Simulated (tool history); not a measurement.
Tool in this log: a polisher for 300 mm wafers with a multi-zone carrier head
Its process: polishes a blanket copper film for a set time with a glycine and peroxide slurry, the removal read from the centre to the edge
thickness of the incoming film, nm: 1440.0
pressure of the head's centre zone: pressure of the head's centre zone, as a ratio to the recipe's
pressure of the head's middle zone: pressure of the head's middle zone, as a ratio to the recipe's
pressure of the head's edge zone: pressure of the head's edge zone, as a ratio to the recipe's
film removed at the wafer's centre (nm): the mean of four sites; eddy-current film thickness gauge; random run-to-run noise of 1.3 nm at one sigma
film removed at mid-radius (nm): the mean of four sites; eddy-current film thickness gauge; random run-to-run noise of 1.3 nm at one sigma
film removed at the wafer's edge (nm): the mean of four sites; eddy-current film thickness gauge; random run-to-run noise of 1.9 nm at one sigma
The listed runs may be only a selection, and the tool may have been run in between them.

run,hour,flow of slurry (ml/min),pressure of the head's centre zone,pressure of the head's middle zone,pressure of the head's edge zone,polishing time (s),film removed at the wafer's centre (nm),film removed at mid-radius (nm),film removed at the wafer's edge (nm)
1,0.0,140,1.00,1.00,1.00,41,165.29,162.15,166.52
2,7.5,125,0.95,0.99,0.99,40,151.99,150.90,155.25
3,12.0,125,0.95,0.99,1.07,40,148.52,153.25,164.88
4,20.5,125,0.95,0.99,1.07,35,129.56,133.60,141.11
5,28.0,125,0.95,0.99,1.01,35,132.17,132.65,142.42
6,35.6,130,0.93,1.00,1.04,35,129.40,137.06,144.89
7,43.6,135,0.92,1.01,1.04,35,129.09,138.19,142.10
8,49.5,135,0.91,1.01,1.07,35,127.85,138.46,147.85

Forecast run 9:
9,52.9,135,0.90,1.02,1.07,35,?,?,?

{"run 9": {"film removed at the wafer's centre (nm)": 127.89, "film removed at mid-radius (nm)": 140.92, "film removed at the wafer's edge (nm)": 151.15}}
